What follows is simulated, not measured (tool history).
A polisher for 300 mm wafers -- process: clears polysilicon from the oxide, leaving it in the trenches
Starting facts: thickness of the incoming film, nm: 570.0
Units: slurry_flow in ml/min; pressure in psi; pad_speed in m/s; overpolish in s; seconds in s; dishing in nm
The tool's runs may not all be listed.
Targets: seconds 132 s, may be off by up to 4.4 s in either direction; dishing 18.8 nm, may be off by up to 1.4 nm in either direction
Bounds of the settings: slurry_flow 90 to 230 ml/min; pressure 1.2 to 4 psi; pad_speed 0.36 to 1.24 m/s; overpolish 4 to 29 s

run	hour	slurry_flow	pressure	pad_speed	overpolish	seconds	dishing
1	0	150	2.6	0.8	15	65.382	46.168
2	6.2	170	2.6	0.8	15	63.363	46.694
3	10.4	145	2.2	0.78	12	77.822	41.056
4	16.9	145	2.2	0.98	12	61.682	44.377
5	24.4	130	1.9	0.9	10	78.187	38.812
6	27.3	150	1.9	0.9	10	75.865	40.252
7	34.5	130	1.7	0.84	8	90.898	34.152
8	38.8	90	1.2	0.7	4	149.81	14.069
9	41.4	100	1.3	0.7	4	138.96	15.497
10	44.5	140	1.3	0.68	11	132.14	31.562
11	48.8	100	1.5	0.68	6	128.37	22.066

Which of these 5 next moves meets every target?
A	53.1	120	1.4	0.64	9	?	?
B	53.1	115	1.5	0.62	7	?	?
C	53.1	125	1.9	0.54	10	?	?
D	53.1	105	1.5	0.68	6	?	?
E	53.1	115	1.2	0.78	5	?	?

move	seconds	dishing
A	137.45	27.822
B	134.78	23.797
C	123.84	31.604
D	125.94	22.368
E	130.42	18.993
A: moves away from the targets compared with the last run
B: moves away from the targets compared with the last run
C: moves away from the targets compared with the last run
D: moves away from the targets compared with the last run
E: all results land within tolerance of their targets
So the answer is move E, the one that meets all the targets.
